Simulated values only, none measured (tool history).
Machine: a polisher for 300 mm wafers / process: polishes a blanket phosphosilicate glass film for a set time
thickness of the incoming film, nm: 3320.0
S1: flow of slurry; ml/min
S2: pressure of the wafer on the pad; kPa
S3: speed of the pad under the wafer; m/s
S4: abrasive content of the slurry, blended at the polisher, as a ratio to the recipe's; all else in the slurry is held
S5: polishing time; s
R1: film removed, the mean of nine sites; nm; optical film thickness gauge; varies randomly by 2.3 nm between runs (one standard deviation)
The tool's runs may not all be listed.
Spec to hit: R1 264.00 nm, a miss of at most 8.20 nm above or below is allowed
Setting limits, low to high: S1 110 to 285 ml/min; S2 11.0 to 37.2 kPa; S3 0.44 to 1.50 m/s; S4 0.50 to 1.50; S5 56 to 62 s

run	hour	S1	S2	S3	S4	S5	R1
1	0.0	180	24.1	0.96	1.00	62	450.61
2	1.7	180	24.1	0.96	1.00	56	419.85
3	7.7	180	22.8	0.96	1.00	56	383.48
4	11.2	180	22.8	0.96	0.85	56	372.81
5	16.4	180	21.4	0.96	0.85	56	356.19
6	18.6	180	20.0	0.96	0.85	56	330.85
7	21.1	180	19.3	0.96	0.85	56	323.29
8	28.4	180	18.6	0.96	0.85	56	317.36
9	33.2	180	17.9	0.96	0.85	56	313.02
10	42.2	180	17.2	0.96	0.85	56	295.93
11	49.5	180	16.5	0.96	0.85	56	289.17
# hour 58.3: slurry blender recalibrated
12	58.3	170	15.2	0.96	0.85	56	300.81
13	61.1	170	15.2	0.96	0.85	56	301.67
14	68.2	155	11.7	0.96	0.85	56	246.18
15	70.7	160	11.7	0.96	0.85	56	249.62

4 candidate next runs follow, results not yet known. Just one meets every target within its allowed miss. Identify it.
A	73.2	135	13.8	0.80	0.95	56	?
B	73.2	135	11.7	0.90	1.05	60	?
C	73.2	145	12.4	0.82	0.80	58	?
D	73.2	170	12.4	0.74	0.85	59	?

move	R1
A	242.26
B	263.67
C	227.76
D	224.49
A: further off than the last run
B: every result within its allowed miss
C: further off than the last run
D: further off than the last run
The move that meets every target is B.

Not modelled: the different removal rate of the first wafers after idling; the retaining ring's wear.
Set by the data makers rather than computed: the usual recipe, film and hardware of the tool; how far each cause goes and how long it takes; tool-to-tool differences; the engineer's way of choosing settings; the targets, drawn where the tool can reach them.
